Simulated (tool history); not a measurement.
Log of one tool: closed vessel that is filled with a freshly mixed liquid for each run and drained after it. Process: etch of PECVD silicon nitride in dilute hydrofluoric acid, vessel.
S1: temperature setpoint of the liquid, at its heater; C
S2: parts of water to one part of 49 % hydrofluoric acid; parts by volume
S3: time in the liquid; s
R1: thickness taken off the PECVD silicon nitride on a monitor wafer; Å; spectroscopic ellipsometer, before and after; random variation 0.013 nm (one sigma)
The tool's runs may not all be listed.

{"run": 1, "hour": 0.0, "S1": 24.0, "S2": 55, "S3": 110, "R1": 31.606}
{"run": 2, "hour": 3.8, "S1": 24.0, "S2": 55, "S3": 85, "R1": 24.514}
{"run": 3, "hour": 7.7, "S1": 24.0, "S2": 70, "S3": 85, "R1": 19.4}
{"run": 4, "hour": 12.7, "S1": 23.5, "S2": 70, "S3": 85, "R1": 18.846}
{"run": 5, "hour": 14.1, "S1": 23.5, "S2": 60, "S3": 85, "R1": 22.005}
{"run": 6, "hour": 17.1, "S1": 25.0, "S2": 60, "S3": 85, "R1": 24.0}

Run 7 comes next. What will it give?
{"run": 7, "hour": 24.1, "S1": 22.5, "S2": 60, "S3": 85, "R1": "?"}

{"run 7": {"R1": 20.48}}
